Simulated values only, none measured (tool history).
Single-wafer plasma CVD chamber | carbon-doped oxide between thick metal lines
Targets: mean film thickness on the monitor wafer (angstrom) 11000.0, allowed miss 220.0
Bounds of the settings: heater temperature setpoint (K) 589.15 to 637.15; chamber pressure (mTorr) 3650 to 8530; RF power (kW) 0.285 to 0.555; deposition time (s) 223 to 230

run	hour	heater temperature setpoint (K)	chamber pressure (mTorr)	RF power (kW)	deposition time (s)	mean film thickness on the monitor wafer (angstrom)
1	0.0	613.15	6090	0.420	223	9659.8
2	6.1	602.15	6090	0.420	223	9966.7
3	9.9	597.15	6090	0.420	223	10120.0
4	11.8	601.15	6090	0.420	223	10051.0
5	18.7	601.15	6090	0.395	223	9610.4
6	19.3	600.15	6230	0.410	223	9923.7
# hour 26.7: thermocouple changed; heater temperature recalibrated
7	26.7	599.15	6440	0.420	223	10290.0
8	27.8	598.15	6610	0.420	223	10452.0
9	30.9	598.15	6610	0.420	223	10360.0

4 next moves are on the table. One of them brings every result within its allowed miss. Which?
A	34.0	605.15	8250	0.380	223	?
B	34.0	590.15	6510	0.420	223	?
C	34.0	592.15	6670	0.430	228	?
D	34.0	606.15	7240	0.360	230	?

move	mean film thickness on the monitor wafer (angstrom)
A	9595.7
B	10530.0
C	10903.0
D	9373.4
A: further off than the last run
B: nearer than the last run, and not there yet
C: meets every target
D: further off than the last run
Answer: C
